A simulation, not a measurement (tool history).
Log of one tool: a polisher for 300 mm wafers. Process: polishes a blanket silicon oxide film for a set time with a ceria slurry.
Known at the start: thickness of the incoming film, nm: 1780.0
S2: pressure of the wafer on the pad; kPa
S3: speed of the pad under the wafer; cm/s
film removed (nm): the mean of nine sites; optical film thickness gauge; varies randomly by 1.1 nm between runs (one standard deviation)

run 1 hour=0.0 | flow_of_slurry_(ml/min)=140 S2=16.5 S3=90 polishing_time_(s)=57 | film_removed_(nm)=173.03
run 2 hour=4.5 | flow_of_slurry_(ml/min)=155 S2=16.5 S3=90 polishing_time_(s)=57 | film_removed_(nm)=177.44
run 3 hour=9.6 | flow_of_slurry_(ml/min)=140 S2=16.5 S3=90 polishing_time_(s)=57 | film_removed_(nm)=173.29
run 4 hour=15.9 | flow_of_slurry_(ml/min)=140 S2=20.0 S3=90 polishing_time_(s)=57 | film_removed_(nm)=209.28
run 5 hour=21.3 | flow_of_slurry_(ml/min)=135 S2=18.6 S3=90 polishing_time_(s)=57 | film_removed_(nm)=193.76
run 6 hour=29.6 | flow_of_slurry_(ml/min)=130 S2=17.9 S3=90 polishing_time_(s)=57 | film_removed_(nm)=184.89
run 7 hour=33.0 | flow_of_slurry_(ml/min)=125 S2=17.2 S3=90 polishing_time_(s)=57 | film_removed_(nm)=178.30
run 8 hour=39.3 | flow_of_slurry_(ml/min)=115 S2=13.8 S3=90 polishing_time_(s)=57 | film_removed_(nm)=140.02

For run 9, what comes out?
run 9 hour=45.6 | flow_of_slurry_(ml/min)=120 S2=13.8 S3=90 polishing_time_(s)=57 | film_removed_(nm)=?

film removed (nm): 141.14
